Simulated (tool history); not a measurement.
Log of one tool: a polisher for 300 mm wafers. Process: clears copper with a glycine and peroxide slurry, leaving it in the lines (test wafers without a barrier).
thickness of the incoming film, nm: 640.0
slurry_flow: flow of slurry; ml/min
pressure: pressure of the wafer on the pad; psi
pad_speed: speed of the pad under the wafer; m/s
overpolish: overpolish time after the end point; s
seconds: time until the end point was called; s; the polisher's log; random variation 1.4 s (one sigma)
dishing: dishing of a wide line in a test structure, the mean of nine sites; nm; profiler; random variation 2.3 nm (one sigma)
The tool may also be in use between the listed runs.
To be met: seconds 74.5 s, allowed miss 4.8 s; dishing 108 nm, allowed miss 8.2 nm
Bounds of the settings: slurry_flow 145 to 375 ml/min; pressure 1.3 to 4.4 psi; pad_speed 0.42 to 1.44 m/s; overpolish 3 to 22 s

{"run": 1, "hour": 0.0, "slurry_flow": 240, "pressure": 2.8, "pad_speed": 0.92, "overpolish": 11, "seconds": 99.097, "dishing": 51.408}
{"run": 2, "hour": 2.4, "slurry_flow": 240, "pressure": 2.8, "pad_speed": 1.1, "overpolish": 11, "seconds": 89.286, "dishing": 60.096}
{"run": 3, "hour": 5.3, "slurry_flow": 240, "pressure": 3.3, "pad_speed": 1.1, "overpolish": 11, "seconds": 76.817, "dishing": 65.302}
{"run": 4, "hour": 6.2, "slurry_flow": 240, "pressure": 3.3, "pad_speed": 1.18, "overpolish": 11, "seconds": 75.517, "dishing": 66.246}
{"run": 5, "hour": 11.4, "slurry_flow": 240, "pressure": 3.3, "pad_speed": 1.18, "overpolish": 14, "seconds": 78.529, "dishing": 83.069}
{"run": 6, "hour": 19.1, "slurry_flow": 190, "pressure": 3.3, "pad_speed": 1.18, "overpolish": 14, "seconds": 76.979, "dishing": 83.529}
{"run": 7, "hour": 20.8, "slurry_flow": 190, "pressure": 3.3, "pad_speed": 1.18, "overpolish": 15, "seconds": 76.397, "dishing": 86.231}
{"run": 8, "hour": 22.9, "slurry_flow": 190, "pressure": 3.3, "pad_speed": 1.18, "overpolish": 16, "seconds": 76.436, "dishing": 92.445}
{"run": 9, "hour": 28.6, "slurry_flow": 190, "pressure": 3.3, "pad_speed": 1.2, "overpolish": 17, "seconds": 72.948, "dishing": 94.046}

Which of these 5 next moves meets every target?
{"run": "A", "hour": 34.3, "slurry_flow": 235, "pressure": 2.8, "pad_speed": 1.14, "overpolish": 22, "seconds": "?", "dishing": "?"}
{"run": "B", "hour": 34.3, "slurry_flow": 235, "pressure": 3.7, "pad_speed": 1.3, "overpolish": 20, "seconds": "?", "dishing": "?"}
{"run": "C", "hour": 34.3, "slurry_flow": 185, "pressure": 3.1, "pad_speed": 1.32, "overpolish": 14, "seconds": "?", "dishing": "?"}
{"run": "D", "hour": 34.3, "slurry_flow": 190, "pressure": 2.8, "pad_speed": 1.32, "overpolish": 20, "seconds": "?", "dishing": "?"}
{"run": "E", "hour": 34.3, "slurry_flow": 180, "pressure": 3.9, "pad_speed": 1.3, "overpolish": 13, "seconds": "?", "dishing": "?"}

move=A seconds=82.447 dishing=104.38
move=B seconds=62.415 dishing=120.24
move=C seconds=69.937 dishing=84.082
move=D seconds=74.005 dishing=104.76
move=E seconds=61.668 dishing=88.553
A: brings the result that was furthest off to its target, and leaves another outside
B: takes the result that was furthest off past its target
C: further off than the last run
D: meets every target
E: further off than the last run
The right move is D.
